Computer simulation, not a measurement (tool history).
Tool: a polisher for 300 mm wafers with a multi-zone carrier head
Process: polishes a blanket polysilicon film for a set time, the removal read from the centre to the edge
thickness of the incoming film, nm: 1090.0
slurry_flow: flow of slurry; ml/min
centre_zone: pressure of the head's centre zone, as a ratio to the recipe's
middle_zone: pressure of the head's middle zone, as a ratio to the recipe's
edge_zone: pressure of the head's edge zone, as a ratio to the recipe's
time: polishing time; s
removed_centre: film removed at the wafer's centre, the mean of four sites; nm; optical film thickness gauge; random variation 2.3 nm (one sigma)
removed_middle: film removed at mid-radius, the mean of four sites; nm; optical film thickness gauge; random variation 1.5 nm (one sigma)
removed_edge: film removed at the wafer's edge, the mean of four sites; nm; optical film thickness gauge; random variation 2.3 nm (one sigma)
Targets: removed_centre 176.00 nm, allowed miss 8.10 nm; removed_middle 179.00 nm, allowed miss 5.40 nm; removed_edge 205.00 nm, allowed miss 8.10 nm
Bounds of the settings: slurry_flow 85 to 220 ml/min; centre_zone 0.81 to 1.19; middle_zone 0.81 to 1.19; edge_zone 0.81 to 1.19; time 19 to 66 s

run 1 hour=0.0 | slurry_flow=140 centre_zone=1.00 middle_zone=1.00 edge_zone=1.00 time=42 | removed_centre=365.05 removed_middle=360.22 removed_edge=366.70
run 2 hour=3.7 | slurry_flow=135 centre_zone=0.98 middle_zone=0.98 edge_zone=0.99 time=39 | removed_centre=328.99 removed_middle=325.25 removed_edge=340.85
run 3 hour=10.6 | slurry_flow=135 centre_zone=1.01 middle_zone=0.98 edge_zone=0.99 time=39 | removed_centre=340.08 removed_middle=325.79 removed_edge=342.95
run 4 hour=12.5 | slurry_flow=110 centre_zone=1.01 middle_zone=0.98 edge_zone=0.99 time=39 | removed_centre=323.89 removed_middle=317.51 removed_edge=326.99
run 5 hour=18.7 | slurry_flow=105 centre_zone=0.99 middle_zone=0.96 edge_zone=0.98 time=36 | removed_centre=301.39 removed_middle=288.10 removed_edge=304.19
run 6 hour=20.1 | slurry_flow=105 centre_zone=0.99 middle_zone=0.96 edge_zone=0.91 time=36 | removed_centre=295.99 removed_middle=289.41 removed_edge=286.86
run 7 hour=21.9 | slurry_flow=100 centre_zone=0.96 middle_zone=0.94 edge_zone=0.92 time=34 | removed_centre=270.84 removed_middle=260.39 removed_edge=283.32
run 8 hour=23.5 | slurry_flow=100 centre_zone=0.95 middle_zone=0.94 edge_zone=0.91 time=32 | removed_centre=255.43 removed_middle=246.48 removed_edge=259.22

4 next moves are on the table. One of them brings every result within its allowed miss. Which?
run A hour=25.1 | slurry_flow=85 centre_zone=1.04 middle_zone=0.95 edge_zone=0.81 time=24 | removed_centre=? removed_middle=? removed_edge=?
run B hour=25.1 | slurry_flow=115 centre_zone=1.19 middle_zone=0.83 edge_zone=0.91 time=39 | removed_centre=? removed_middle=? removed_edge=?
run C hour=25.1 | slurry_flow=85 centre_zone=0.92 middle_zone=0.87 edge_zone=1.02 time=23 | removed_centre=? removed_middle=? removed_edge=?
run D hour=25.1 | slurry_flow=90 centre_zone=0.90 middle_zone=0.93 edge_zone=1.07 time=24 | removed_centre=? removed_middle=? removed_edge=?

move=A removed_centre=196.86 removed_middle=185.41 removed_edge=182.62
move=B removed_centre=379.20 removed_middle=283.56 removed_edge=324.53
move=C removed_centre=170.82 removed_middle=165.19 removed_edge=194.86
move=D removed_centre=177.31 removed_middle=184.04 removed_edge=209.46
A: nearer than the last run, and not there yet
B: further off than the last run
C: takes the result that was furthest off past its target
D: meets every target
The right move is D.

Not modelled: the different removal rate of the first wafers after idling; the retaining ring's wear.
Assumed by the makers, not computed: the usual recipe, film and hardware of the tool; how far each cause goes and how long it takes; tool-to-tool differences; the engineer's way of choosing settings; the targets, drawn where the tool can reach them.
